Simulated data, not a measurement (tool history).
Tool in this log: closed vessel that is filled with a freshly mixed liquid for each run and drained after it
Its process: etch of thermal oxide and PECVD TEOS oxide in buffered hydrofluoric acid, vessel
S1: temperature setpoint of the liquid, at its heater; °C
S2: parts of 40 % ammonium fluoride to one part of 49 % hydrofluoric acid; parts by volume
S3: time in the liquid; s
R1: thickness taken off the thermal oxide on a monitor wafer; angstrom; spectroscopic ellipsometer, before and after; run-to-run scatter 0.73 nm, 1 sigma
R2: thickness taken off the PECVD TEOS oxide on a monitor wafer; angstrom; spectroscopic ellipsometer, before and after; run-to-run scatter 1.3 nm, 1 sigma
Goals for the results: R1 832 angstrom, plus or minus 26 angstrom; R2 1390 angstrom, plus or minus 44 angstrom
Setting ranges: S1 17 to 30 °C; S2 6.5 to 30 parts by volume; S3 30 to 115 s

run 1 hour=0 | S1=22 S2=19.5 S3=60 | R1=319.75 R2=526.3
run 2 hour=9 | S1=23.5 S2=17.5 S3=60 | R1=389.54 R2=634.71
run 3 hour=10.6 | S1=24.5 S2=16 S3=60 | R1=438.52 R2=744.87
run 4 hour=19.9 | S1=21.5 S2=16 S3=60 | R1=370.01 R2=628.7
run 5 hour=20.8 | S1=21.5 S2=16 S3=75 | R1=466.54 R2=773.47
run 6 hour=21.8 | S1=18.5 S2=16 S3=75 | R1=395.42 R2=659.45
run 7 hour=23.1 | S1=20.5 S2=15.5 S3=75 | R1=459.37 R2=765.31
run 8 hour=28.9 | S1=22 S2=15.5 S3=75 | R1=500.2 R2=831.81
run 9 hour=33.5 | S1=26 S2=13.5 S3=75 | R1=707.3 R2=1202.8
run 10 hour=42.2 | S1=26.5 S2=13.5 S3=75 | R1=722.7 R2=1202.3
run 11 hour=44.4 | S1=29 S2=12.5 S3=75 | R1=891.15 R2=1480.9
run 12 hour=51.7 | S1=28.5 S2=12.5 S3=75 | R1=865.34 R2=1441.1

Pick the move, out of 4, that brings all results within their allowed miss; only one does.
run A hour=59 | S1=30 S2=22.5 S3=105 | R1=? R2=?
run B hour=59 | S1=29.5 S2=14 S3=70 | R1=? R2=?
run C hour=59 | S1=22.5 S2=10 S3=80 | R1=? R2=?
run D hour=59 | S1=30 S2=22 S3=105 | R1=? R2=?

move=A R1=765.49 R2=1288.8
move=B R1=764.54 R2=1287.2
move=C R1=832.34 R2=1401.3
move=D R1=777.34 R2=1308.7
A: takes the result that was furthest off past its target
B: takes the result that was furthest off past its target
C: all results in spec
D: takes the result that was furthest off past its target
Answer: C

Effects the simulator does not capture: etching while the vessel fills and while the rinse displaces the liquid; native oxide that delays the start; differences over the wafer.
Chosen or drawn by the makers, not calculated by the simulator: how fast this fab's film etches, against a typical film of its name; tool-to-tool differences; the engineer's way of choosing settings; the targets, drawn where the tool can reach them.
